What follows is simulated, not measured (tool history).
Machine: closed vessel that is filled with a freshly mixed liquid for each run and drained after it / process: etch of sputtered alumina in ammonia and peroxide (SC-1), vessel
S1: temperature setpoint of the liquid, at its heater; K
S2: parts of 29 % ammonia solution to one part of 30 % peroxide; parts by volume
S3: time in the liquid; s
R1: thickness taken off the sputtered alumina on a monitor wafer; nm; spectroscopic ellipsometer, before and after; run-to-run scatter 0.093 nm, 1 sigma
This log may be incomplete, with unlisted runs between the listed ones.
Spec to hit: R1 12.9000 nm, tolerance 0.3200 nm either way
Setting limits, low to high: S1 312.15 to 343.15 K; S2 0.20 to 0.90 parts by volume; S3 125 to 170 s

run	hour	S1	S2	S3	R1
1	0.0	328.15	0.50	170	7.1247
2	3.0	330.65	0.50	170	8.1999
3	6.5	335.15	0.50	170	10.2550
4	14.0	336.15	0.50	170	10.7510
5	17.8	336.15	0.65	170	10.9930
6	23.8	336.65	0.65	170	11.2590
7	29.8	337.15	0.65	170	11.5440
8	36.8	337.65	0.65	170	11.7980
9	39.5	338.15	0.65	170	12.2790
10	40.6	338.65	0.65	170	12.5350

5 candidate next runs follow, results not yet known. Just one meets every target within its allowed miss. Identify it.
A	41.7	339.65	0.60	155	?
B	41.7	338.15	0.60	170	?
C	41.7	342.15	0.60	155	?
D	41.7	338.65	0.75	160	?
E	41.7	339.65	0.60	170	?

move	R1
A	11.8420
B	12.0610
C	13.3750
D	11.8830
E	12.9880
A: lands further from the targets than the last run did
B: lands further from the targets than the last run did
C: carries the result that was furthest off beyond its target, to the other side
D: lands further from the targets than the last run did
E: hits every target within its allowed miss
Correct choice: E, which meets every target

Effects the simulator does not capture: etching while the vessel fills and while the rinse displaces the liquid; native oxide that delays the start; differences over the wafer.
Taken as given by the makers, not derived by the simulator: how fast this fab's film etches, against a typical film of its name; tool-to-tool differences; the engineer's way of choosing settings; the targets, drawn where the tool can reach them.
